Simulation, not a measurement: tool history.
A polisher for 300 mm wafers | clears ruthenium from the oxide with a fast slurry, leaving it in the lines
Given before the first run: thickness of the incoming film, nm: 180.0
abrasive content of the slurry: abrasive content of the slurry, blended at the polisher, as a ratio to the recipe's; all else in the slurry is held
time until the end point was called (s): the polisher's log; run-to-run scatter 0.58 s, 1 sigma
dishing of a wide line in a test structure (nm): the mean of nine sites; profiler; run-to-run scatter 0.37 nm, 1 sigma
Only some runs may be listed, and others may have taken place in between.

| run | hour | flow of slurry (ml/min) | pressure of the wafer on the pad (psi) | speed of the pad under the wafer (cm/s) | abrasive content of the slurry | overpolish time after the end point (s) | time until the end point was called (s) | dishing of a wide line in a test structure (nm) |
|---|---|---|---|---|---|---|---|---|
| 1 | 0 | 210 | 3.1 | 112 | 1 | 18 | 35.333 | 63.461 |
| 2 | 1.4 | 210 | 2.9 | 112 | 1 | 14 | 37.645 | 48.583 |
| 3 | 6.1 | 210 | 2.5 | 112 | 1 | 14 | 43.729 | 44.098 |
| 4 | 10.8 | 210 | 3 | 92 | 0.95 | 11 | 41.117 | 35.412 |
| 5 | 13.7 | 195 | 3.5 | 80 | 0.8 | 9 | 39.683 | 30.954 |
| 6 | 15.1 | 175 | 3.8 | 70 | 0.7 | 8 | 41.8 | 25.988 |
| 7 | 15.7 | 160 | 4.1 | 66 | 0.65 | 7 | 40.594 | 23.105 |
| 8 | 23 | 150 | 4.3 | 64 | 0.6 | 6 | 40.438 | 20.034 |
| 9 | 25.7 | 155 | 4.5 | 64 | 0.6 | 6 | 40.749 | 21.191 |
|  | 29 | worn pad replaced by a new one |
| 10 | 29 | 145 | 4.6 | 68 | 0.55 | 6 | 33.99 | 24.288 |
| 11 | 34.5 | 140 | 4.7 | 66 | 0.55 | 6 | 33.989 | 24.588 |
| 12 | 42 | 135 | 4.8 | 64 | 0.55 | 6 | 33.552 | 24.273 |
| 13 | 50.4 | 130 | 4.8 | 62 | 0.55 | 6 | 35.241 | 25.409 |

Run 14 has not been measured yet. What should we expect?
| 14 | 57.9 | 145 | 4.8 | 62 | 0.55 | 6 | ? | ? |

For run 14 the tool returned time until the end point was called (s) 35.012, dishing of a wide line in a test structure (nm) 24.896.
